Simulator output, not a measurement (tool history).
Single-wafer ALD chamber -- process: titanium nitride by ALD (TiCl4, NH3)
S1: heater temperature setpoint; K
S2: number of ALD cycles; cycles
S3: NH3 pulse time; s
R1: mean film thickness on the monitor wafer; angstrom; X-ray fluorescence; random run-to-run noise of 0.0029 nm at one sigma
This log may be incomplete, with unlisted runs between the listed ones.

{"run": 1, "hour": 0.0, "S1": 693.15, "S2": 47, "S3": 1.76, "R1": 9.8968}
{"run": 2, "hour": 0.8, "S1": 686.15, "S2": 47, "S3": 1.42, "R1": 9.7362}
{"run": 3, "hour": 2.6, "S1": 686.15, "S2": 47, "S3": 1.02, "R1": 9.4266}
{"run": 4, "hour": 7.1, "S1": 686.15, "S2": 47, "S3": 1.02, "R1": 9.3873}
{"run": 5, "hour": 12.1, "S1": 686.15, "S2": 47, "S3": 0.63, "R1": 6.9166}
{"run": 6, "hour": 14.4, "S1": 694.15, "S2": 47, "S3": 0.63, "R1": 7.2557}
{"run": 7, "hour": 20.2, "S1": 687.15, "S2": 48, "S3": 0.68, "R1": 8.2655}
{"run": 8, "hour": 22.2, "S1": 684.15, "S2": 48, "S3": 0.68, "R1": 8.1726}
{"run": 9, "hour": 27.8, "S1": 684.15, "S2": 48, "S3": 0.68, "R1": 8.1368}
{"run": 10, "hour": 34.0, "S1": 680.15, "S2": 48, "S3": 0.68, "R1": 7.9761}
{"run": 11, "hour": 42.5, "S1": 680.15, "S2": 48, "S3": 0.68, "R1": 8.0018}

Run 12, settings as shown, results not yet in. Your forecast:
{"run": 12, "hour": 45.6, "S1": 680.15, "S2": 48, "S3": 0.75, "R1": "?"}

{"run 12": {"R1": 8.6771}}
